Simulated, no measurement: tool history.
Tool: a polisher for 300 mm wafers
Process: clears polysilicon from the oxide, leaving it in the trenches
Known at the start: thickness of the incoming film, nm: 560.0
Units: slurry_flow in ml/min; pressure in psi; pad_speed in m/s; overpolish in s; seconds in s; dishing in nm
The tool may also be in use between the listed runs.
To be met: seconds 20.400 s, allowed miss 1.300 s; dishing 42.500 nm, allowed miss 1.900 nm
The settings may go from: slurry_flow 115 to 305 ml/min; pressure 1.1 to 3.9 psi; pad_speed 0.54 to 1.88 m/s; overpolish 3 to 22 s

{"run": 1, "hour": 0.0, "slurry_flow": 195, "pressure": 2.5, "pad_speed": 1.2, "overpolish": 11, "seconds": 37.615, "dishing": 41.328}
{"run": 2, "hour": 4.3, "slurry_flow": 195, "pressure": 2.7, "pad_speed": 1.2, "overpolish": 11, "seconds": 35.838, "dishing": 40.551}
{"run": 3, "hour": 6.4, "slurry_flow": 195, "pressure": 3.0, "pad_speed": 1.26, "overpolish": 12, "seconds": 31.548, "dishing": 41.782}
{"run": 4, "hour": 11.1, "slurry_flow": 145, "pressure": 3.0, "pad_speed": 1.26, "overpolish": 12, "seconds": 31.745, "dishing": 42.176}
{"run": 5, "hour": 14.9, "slurry_flow": 145, "pressure": 3.2, "pad_speed": 1.32, "overpolish": 11, "seconds": 29.409, "dishing": 40.719}
{"run": 6, "hour": 18.4, "slurry_flow": 145, "pressure": 3.2, "pad_speed": 1.32, "overpolish": 6, "seconds": 28.717, "dishing": 38.929}
{"run": 7, "hour": 25.1, "slurry_flow": 145, "pressure": 3.4, "pad_speed": 1.36, "overpolish": 7, "seconds": 27.549, "dishing": 40.567}
{"run": 8, "hour": 28.8, "slurry_flow": 145, "pressure": 3.5, "pad_speed": 1.42, "overpolish": 7, "seconds": 25.663, "dishing": 40.584}
{"run": 9, "hour": 30.6, "slurry_flow": 145, "pressure": 3.6, "pad_speed": 1.48, "overpolish": 7, "seconds": 23.815, "dishing": 39.698}

Which of these 4 next moves meets every target?
{"run": "A", "hour": 32.4, "slurry_flow": 180, "pressure": 3.5, "pad_speed": 1.54, "overpolish": 9, "seconds": "?", "dishing": "?"}
{"run": "B", "hour": 32.4, "slurry_flow": 160, "pressure": 3.5, "pad_speed": 1.56, "overpolish": 11, "seconds": "?", "dishing": "?"}
{"run": "C", "hour": 32.4, "slurry_flow": 140, "pressure": 3.5, "pad_speed": 1.78, "overpolish": 10, "seconds": "?", "dishing": "?"}
{"run": "D", "hour": 32.4, "slurry_flow": 145, "pressure": 3.4, "pad_speed": 1.8, "overpolish": 3, "seconds": "?", "dishing": "?"}

move=A seconds=22.803 dishing=42.121
move=B seconds=22.971 dishing=42.444
move=C seconds=20.722 dishing=42.452
move=D seconds=20.872 dishing=34.020
A: nearer than the last run, and not there yet
B: nearer than the last run, and not there yet
C: meets every target
D: brings the result that was furthest off to its target, and leaves another outside
Move C is the one to make.
